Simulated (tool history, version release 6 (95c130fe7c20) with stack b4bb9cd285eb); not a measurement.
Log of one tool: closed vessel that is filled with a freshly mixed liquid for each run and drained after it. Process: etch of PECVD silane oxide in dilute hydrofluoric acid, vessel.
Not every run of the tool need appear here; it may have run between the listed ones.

run,hour,temperature setpoint of the liquid (C),parts of water to one part of 49 % hydrofluoric acid (parts by volume),time in the liquid (s),thickness taken off the PECVD silane oxide on a monitor wafer (Å)
1,0,21,205,50,56.507
2,2.3,21,205,40,44.872
3,6.7,21,270,40,31.722
4,7.6,23,245,40,39.1
5,9.9,24.5,225,40,45.971
6,15.5,24.5,260,40,37.787
7,17.9,25.5,235,40,45.466

What will run 8 give?
8,24.5,26.5,220,40,?

Run 8 produced thickness taken off the PECVD silane oxide on a monitor wafer (Å) 50.452.

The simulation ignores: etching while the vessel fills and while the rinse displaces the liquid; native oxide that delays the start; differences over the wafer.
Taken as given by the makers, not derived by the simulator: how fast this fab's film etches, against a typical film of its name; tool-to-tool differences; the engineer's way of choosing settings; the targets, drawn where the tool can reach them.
